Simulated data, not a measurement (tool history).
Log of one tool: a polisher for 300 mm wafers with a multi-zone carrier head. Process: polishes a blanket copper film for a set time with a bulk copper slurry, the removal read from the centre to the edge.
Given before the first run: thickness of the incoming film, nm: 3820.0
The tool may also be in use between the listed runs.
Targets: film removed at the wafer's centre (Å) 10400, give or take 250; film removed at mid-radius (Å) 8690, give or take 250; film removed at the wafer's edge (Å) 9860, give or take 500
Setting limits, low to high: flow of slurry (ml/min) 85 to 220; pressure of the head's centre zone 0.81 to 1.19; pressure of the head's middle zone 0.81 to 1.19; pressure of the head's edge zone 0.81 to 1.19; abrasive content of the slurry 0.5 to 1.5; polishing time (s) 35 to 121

run	day	flow of slurry (ml/min)	pressure of the head's centre zone	pressure of the head's middle zone	pressure of the head's edge zone	abrasive content of the slurry	polishing time (s)	film removed at the wafer's centre (Å)	film removed at mid-radius (Å)	film removed at the wafer's edge (Å)
1	0	140	1	1	1	1	78	7003.7	6898	7076.3
2	0.258	155	1.04	0.99	1.06	1.15	80	7840.8	7349.6	7635.7
3	0.596	160	1.06	0.97	1.1	1.25	84	8544.9	7608.9	8572.8
4	0.621	175	1.09	0.98	1.12	1.35	84	9101.1	8002.2	8869.5
5	0.971	195	1.09	0.98	1.12	1.35	84	9172.6	8104.6	8885.3
6	1.183	190	1.11	0.99	1.14	1.4	85	9554.4	8328.3	9370.4
7	1.362	195	1.13	1	1.15	1.4	85	9696.1	8490.6	9491.6
8	1.438	200	1.15	1	1.15	1.4	85	9834.3	8386.3	9369.5

Of the 4 settings listed for the next run, only one would bring every result within its allowed miss of target. Which one?
A	1.512	170	0.99	0.97	1.19	1.35	91	?	?	?
B	1.512	195	1.09	1.07	1.04	1.5	82	?	?	?
C	1.512	180	1.11	0.88	1.14	1.5	89	?	?	?
D	1.512	185	1.15	0.96	1.16	1.3	92	?	?	?

move	film removed at the wafer's centre (Å)	film removed at mid-radius (Å)	film removed at the wafer's edge (Å)
A	9051.3	8561.1	9989.4
B	9292.9	8606.2	8761.3
C	10128	8107.3	9876.6
D	10484	8602.6	9962.1
A: further off than the last run
B: further off than the last run
C: neither nearer nor further off than the last run
D: every result lands within tolerance
Move D is the one to make.
